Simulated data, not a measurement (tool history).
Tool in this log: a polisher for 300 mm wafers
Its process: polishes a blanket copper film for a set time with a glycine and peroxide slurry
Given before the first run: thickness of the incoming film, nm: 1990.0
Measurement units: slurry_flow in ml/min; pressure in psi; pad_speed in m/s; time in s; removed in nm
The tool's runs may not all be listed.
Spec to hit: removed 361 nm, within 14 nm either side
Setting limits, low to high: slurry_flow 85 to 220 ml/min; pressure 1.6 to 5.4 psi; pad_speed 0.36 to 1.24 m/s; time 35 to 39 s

{"run": 1, "hour": 0.0, "slurry_flow": 140, "pressure": 3.5, "pad_speed": 0.8, "time": 39, "removed": 244.92}
{"run": 2, "hour": 4.4, "slurry_flow": 140, "pressure": 3.5, "pad_speed": 0.72, "time": 39, "removed": 224.57}
{"run": 3, "hour": 6.2, "slurry_flow": 140, "pressure": 4.3, "pad_speed": 0.72, "time": 39, "removed": 250.98}
{"run": 4, "hour": 11.3, "slurry_flow": 140, "pressure": 3.5, "pad_speed": 0.72, "time": 39, "removed": 226.19}
{"run": 5, "hour": 12.8, "slurry_flow": 140, "pressure": 3.5, "pad_speed": 0.8, "time": 39, "removed": 242.53}
{"run": 6, "hour": 14.8, "slurry_flow": 140, "pressure": 3, "pad_speed": 0.8, "time": 39, "removed": 234.98}
{"run": 7, "hour": 21.0, "slurry_flow": 145, "pressure": 3.6, "pad_speed": 0.84, "time": 39, "removed": 262.54}
{"run": 8, "hour": 23.0, "slurry_flow": 150, "pressure": 4, "pad_speed": 0.86, "time": 39, "removed": 287.96}
{"run": 9, "hour": 25.7, "slurry_flow": 160, "pressure": 4.3, "pad_speed": 0.86, "time": 39, "removed": 300.66}
{"run": 10, "hour": 31.4, "slurry_flow": 160, "pressure": 4.6, "pad_speed": 0.86, "time": 39, "removed": 312.55}
{"run": 11, "hour": 34.7, "slurry_flow": 160, "pressure": 4.8, "pad_speed": 0.86, "time": 39, "removed": 316.44}
{"run": 12, "hour": 36.0, "slurry_flow": 165, "pressure": 5, "pad_speed": 0.88, "time": 39, "removed": 338.86}
{"run": 13, "hour": 37.3, "slurry_flow": 165, "pressure": 5.1, "pad_speed": 0.88, "time": 39, "removed": 340.02}
{"run": 14, "hour": 44.6, "slurry_flow": 165, "pressure": 5.2, "pad_speed": 0.88, "time": 39, "removed": 342.46}
{"run": 15, "hour": 45.8, "slurry_flow": 165, "pressure": 5.3, "pad_speed": 0.88, "time": 39, "removed": 338.88}

Of the 4 settings listed for the next run, only one would bring every result within its allowed miss of target. Which one?
{"run": "A", "hour": 47.0, "slurry_flow": 185, "pressure": 4.7, "pad_speed": 0.88, "time": 36, "removed": "?"}
{"run": "B", "hour": 47.0, "slurry_flow": 145, "pressure": 5.2, "pad_speed": 0.96, "time": 39, "removed": "?"}
{"run": "C", "hour": 47.0, "slurry_flow": 180, "pressure": 5.4, "pad_speed": 0.96, "time": 39, "removed": "?"}
{"run": "D", "hour": 47.0, "slurry_flow": 180, "pressure": 5, "pad_speed": 0.86, "time": 38, "removed": "?"}

move=A removed=304.05
move=B removed=361.96
move=C removed=384.46
move=D removed=324.85
A: misses by more than the last run did
B: every result within its allowed miss
C: takes the result that was furthest off past its target
D: misses by more than the last run did
Correct choice: B, which meets every target
